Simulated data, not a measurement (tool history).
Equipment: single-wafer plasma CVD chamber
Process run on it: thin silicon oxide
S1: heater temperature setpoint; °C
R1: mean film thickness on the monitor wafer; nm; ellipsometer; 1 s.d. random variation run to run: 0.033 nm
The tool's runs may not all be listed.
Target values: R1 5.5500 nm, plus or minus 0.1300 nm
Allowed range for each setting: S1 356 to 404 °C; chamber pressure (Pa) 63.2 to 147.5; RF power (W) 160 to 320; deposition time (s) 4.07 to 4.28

run 1 hour=0.0 | S1=380 chamber_pressure_(Pa)=105.3 RF_power_(W)=240 deposition_time_(s)=4.28 | R1=6.7456
run 2 hour=2.1 | S1=380 chamber_pressure_(Pa)=101.1 RF_power_(W)=240 deposition_time_(s)=4.28 | R1=6.5125
run 3 hour=8.8 | S1=380 chamber_pressure_(Pa)=97.5 RF_power_(W)=240 deposition_time_(s)=4.28 | R1=6.1944
run 4 hour=13.3 | S1=380 chamber_pressure_(Pa)=95.5 RF_power_(W)=240 deposition_time_(s)=4.28 | R1=6.1718
run 5 hour=17.8 | S1=380 chamber_pressure_(Pa)=93.2 RF_power_(W)=240 deposition_time_(s)=4.28 | R1=6.0307
run 6 hour=19.2 | S1=380 chamber_pressure_(Pa)=91.5 RF_power_(W)=240 deposition_time_(s)=4.28 | R1=5.9225
run 7 hour=21.4 | S1=380 chamber_pressure_(Pa)=91.5 RF_power_(W)=240 deposition_time_(s)=4.28 | R1=5.9137
run 8 hour=26.0 | S1=380 chamber_pressure_(Pa)=90.1 RF_power_(W)=240 deposition_time_(s)=4.28 | R1=5.7929
run 9 hour=29.8 | S1=380 chamber_pressure_(Pa)=89.3 RF_power_(W)=240 deposition_time_(s)=4.28 | R1=5.7390

Which single option among these 4 for the next run brings every result within its allowed miss of target? Just one does.
run A hour=33.6 | S1=386 chamber_pressure_(Pa)=89.6 RF_power_(W)=255 deposition_time_(s)=4.28 | R1=?
run B hour=33.6 | S1=372 chamber_pressure_(Pa)=98.9 RF_power_(W)=205 deposition_time_(s)=4.07 | R1=?
run C hour=33.6 | S1=380 chamber_pressure_(Pa)=91.6 RF_power_(W)=235 deposition_time_(s)=4.08 | R1=?
run D hour=33.6 | S1=376 chamber_pressure_(Pa)=89.6 RF_power_(W)=245 deposition_time_(s)=4.28 | R1=?

move=A R1=5.8358
move=B R1=5.8458
move=C R1=5.5857
move=D R1=5.8018
A: its largest miss is bigger than the last run's
B: its largest miss is bigger than the last run's
C: hits every target within its allowed miss
D: its largest miss is bigger than the last run's
Go with C: it meets all targets.
